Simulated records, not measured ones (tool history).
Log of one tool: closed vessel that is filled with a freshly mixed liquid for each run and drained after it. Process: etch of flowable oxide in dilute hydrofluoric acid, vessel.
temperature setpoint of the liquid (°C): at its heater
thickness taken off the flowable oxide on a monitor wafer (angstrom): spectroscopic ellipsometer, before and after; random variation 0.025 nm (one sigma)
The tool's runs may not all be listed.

run,day,temperature setpoint of the liquid (°C),parts of water to one part of 49 % hydrofluoric acid (parts by volume),time in the liquid (s),thickness taken off the flowable oxide on a monitor wafer (angstrom)
1,0,21,210,30,39.928
2,0.042,21,210,30,39.493
3,0.242,23.5,210,30,43.739
4,0.304,20,210,30,38.639
5,0.525,18,210,30,34.918
6,0.571,18,280,30,24.615
7,0.862,20,280,30,27.049
8,1.054,21.5,280,30,28.375
9,1.358,21.5,280,30,27.921
10,1.454,23,280,30,30.096
11,1.621,23.5,280,30,30.509
12,1.967,24,280,30,31.237

Forecast run 13:
13,2.042,24.5,280,30,?

thickness taken off the flowable oxide on a monitor wafer (angstrom): 31.646

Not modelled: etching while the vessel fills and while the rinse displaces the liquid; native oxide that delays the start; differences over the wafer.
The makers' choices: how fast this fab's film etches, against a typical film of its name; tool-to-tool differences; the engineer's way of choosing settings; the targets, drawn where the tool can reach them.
